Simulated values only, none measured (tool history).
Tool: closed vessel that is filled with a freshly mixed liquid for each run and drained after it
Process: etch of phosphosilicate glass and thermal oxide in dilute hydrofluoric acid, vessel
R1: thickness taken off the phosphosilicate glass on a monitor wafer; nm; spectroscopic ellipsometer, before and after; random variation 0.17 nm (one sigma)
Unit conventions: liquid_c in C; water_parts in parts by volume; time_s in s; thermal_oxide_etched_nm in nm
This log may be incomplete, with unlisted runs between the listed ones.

Run 1, hour 0.0: liquid_c 20.0 C, water_parts 165 parts by volume, time_s 65 s. Result: R1 26.266 nm, thermal_oxide_etched_nm 1.48920 nm.
Run 2, hour 2.5: liquid_c 18.5 C, water_parts 165 parts by volume, time_s 65 s. Result: R1 24.560 nm, thermal_oxide_etched_nm 1.31180 nm.
Run 3, hour 4.5: liquid_c 18.5 C, water_parts 165 parts by volume, time_s 45 s. Result: R1 17.223 nm, thermal_oxide_etched_nm 0.95750 nm.
Run 4, hour 9.8: liquid_c 18.5 C, water_parts 210 parts by volume, time_s 45 s. Result: R1 12.885 nm, thermal_oxide_etched_nm 0.70571 nm.
Run 5, hour 18.7: liquid_c 17.0 C, water_parts 210 parts by volume, time_s 45 s. Result: R1 12.269 nm, thermal_oxide_etched_nm 0.68357 nm.
Run 6, hour 20.9: liquid_c 20.0 C, water_parts 200 parts by volume, time_s 45 s. Result: R1 14.429 nm, thermal_oxide_etched_nm 0.79925 nm.

Estimate the outcome of run 7 from the log above:
Run 7, hour 25.1: liquid_c 22.0 C, water_parts 190 parts by volume, time_s 45 s. Result: R1 ?, thermal_oxide_etched_nm ?.

{"run 7": {"R1": 16.675, "thermal_oxide_etched_nm": 0.89776}}
